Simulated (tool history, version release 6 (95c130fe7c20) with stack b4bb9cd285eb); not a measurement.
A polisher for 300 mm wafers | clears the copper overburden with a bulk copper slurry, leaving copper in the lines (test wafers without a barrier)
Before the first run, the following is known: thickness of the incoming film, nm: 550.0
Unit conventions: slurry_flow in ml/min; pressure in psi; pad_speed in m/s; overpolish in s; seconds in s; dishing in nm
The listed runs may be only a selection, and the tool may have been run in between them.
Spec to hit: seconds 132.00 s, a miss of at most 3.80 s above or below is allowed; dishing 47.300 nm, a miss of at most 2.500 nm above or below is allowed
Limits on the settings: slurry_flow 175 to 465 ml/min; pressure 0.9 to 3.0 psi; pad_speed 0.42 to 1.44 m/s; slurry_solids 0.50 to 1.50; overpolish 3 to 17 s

Run 1, hour 0.0: slurry_flow 295 ml/min, pressure 1.9 psi, pad_speed 0.92 m/s, slurry_solids 1.00, overpolish 9 s. Result: seconds 104.38 s, dishing 39.384 nm.
Run 2, hour 8.7: slurry_flow 295 ml/min, pressure 1.8 psi, pad_speed 0.92 m/s, slurry_solids 1.00, overpolish 10 s. Result: seconds 110.01 s, dishing 42.091 nm.
Run 3, hour 11.9: slurry_flow 295 ml/min, pressure 1.8 psi, pad_speed 0.92 m/s, slurry_solids 1.00, overpolish 7 s. Result: seconds 107.73 s, dishing 30.951 nm.
Run 4, hour 20.2: slurry_flow 295 ml/min, pressure 1.6 psi, pad_speed 0.92 m/s, slurry_solids 1.00, overpolish 7 s. Result: seconds 120.45 s, dishing 26.788 nm.
Run 5, hour 26.4: slurry_flow 295 ml/min, pressure 1.6 psi, pad_speed 0.92 m/s, slurry_solids 1.00, overpolish 4 s. Result: seconds 120.65 s, dishing 16.707 nm.
Run 6, hour 33.7: slurry_flow 295 ml/min, pressure 1.3 psi, pad_speed 0.92 m/s, slurry_solids 1.00, overpolish 4 s. Result: seconds 141.28 s, dishing 14.191 nm.
Run 7, hour 40.2: slurry_flow 295 ml/min, pressure 1.4 psi, pad_speed 0.90 m/s, slurry_solids 1.00, overpolish 6 s. Result: seconds 135.24 s, dishing 21.124 nm.
Run 8, hour 44.0: slurry_flow 295 ml/min, pressure 1.6 psi, pad_speed 0.80 m/s, slurry_solids 1.05, overpolish 10 s. Result: seconds 135.70 s, dishing 32.781 nm.
Run 9, hour 46.5: slurry_flow 290 ml/min, pressure 1.6 psi, pad_speed 0.80 m/s, slurry_solids 1.00, overpolish 10 s. Result: seconds 135.94 s, dishing 33.597 nm.

Consider the 5 candidate settings below. Which is the only one whose results all fall within their allowed miss of target?
Run A, hour 49.0: slurry_flow 290 ml/min, pressure 1.6 psi, pad_speed 0.92 m/s, slurry_solids 0.95, overpolish 13 s. Result: seconds ?, dishing ?.
Run B, hour 49.0: slurry_flow 270 ml/min, pressure 1.8 psi, pad_speed 0.74 m/s, slurry_solids 1.10, overpolish 14 s. Result: seconds ?, dishing ?.
Run C, hour 49.0: slurry_flow 310 ml/min, pressure 1.9 psi, pad_speed 0.78 m/s, slurry_solids 1.00, overpolish 15 s. Result: seconds ?, dishing ?.
Run D, hour 49.0: slurry_flow 315 ml/min, pressure 1.7 psi, pad_speed 0.86 m/s, slurry_solids 0.95, overpolish 13 s. Result: seconds ?, dishing ?.
Run E, hour 49.0: slurry_flow 290 ml/min, pressure 1.7 psi, pad_speed 0.84 m/s, slurry_solids 1.15, overpolish 13 s. Result: seconds ?, dishing ?.

move  seconds  dishing
   A   121.78   45.459
   B   130.66   46.045
   C   119.94   52.365
   D   122.05   45.609
   E   121.76   45.697
A: the worst result of the last run now meets its target, but another is out of spec
B: meets every target
C: takes the biggest miss from the last run beyond its target
D: the worst result of the last run now meets its target, but another is out of spec
E: the worst result of the last run now meets its target, but another is out of spec
The right move is B.

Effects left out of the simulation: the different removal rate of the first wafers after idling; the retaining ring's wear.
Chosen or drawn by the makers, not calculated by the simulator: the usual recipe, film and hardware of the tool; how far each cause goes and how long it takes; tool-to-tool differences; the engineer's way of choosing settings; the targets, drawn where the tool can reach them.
